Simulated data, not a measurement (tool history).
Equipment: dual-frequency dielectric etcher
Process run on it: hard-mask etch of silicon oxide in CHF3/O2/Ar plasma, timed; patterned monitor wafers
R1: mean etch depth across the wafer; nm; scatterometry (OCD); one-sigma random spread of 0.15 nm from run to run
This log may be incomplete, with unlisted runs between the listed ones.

Run 1, hour 0.0: source power (kW) 0.550, bias power (kW) 0.130, etch time (s) 35.5. Result: R1 61.955 nm.
Run 2, hour 2.3: source power (kW) 0.510, bias power (kW) 0.124, etch time (s) 35.5. Result: R1 58.176 nm.
Run 3, hour 10.5: source power (kW) 0.420, bias power (kW) 0.124, etch time (s) 35.5. Result: R1 51.193 nm.
Run 4, hour 15.7: source power (kW) 0.410, bias power (kW) 0.124, etch time (s) 35.5. Result: R1 50.240 nm.
Run 5, hour 16.5: source power (kW) 0.450, bias power (kW) 0.124, etch time (s) 35.5. Result: R1 53.722 nm.
Run 6, hour 19.6: source power (kW) 0.450, bias power (kW) 0.124, etch time (s) 37.0. Result: R1 56.014 nm.

Estimate the outcome of run 7 from the log above:
Run 7, hour 27.2: source power (kW) 0.340, bias power (kW) 0.102, etch time (s) 37.0. Result: R1 ?.

{"run 7": {"R1": 41.972}}
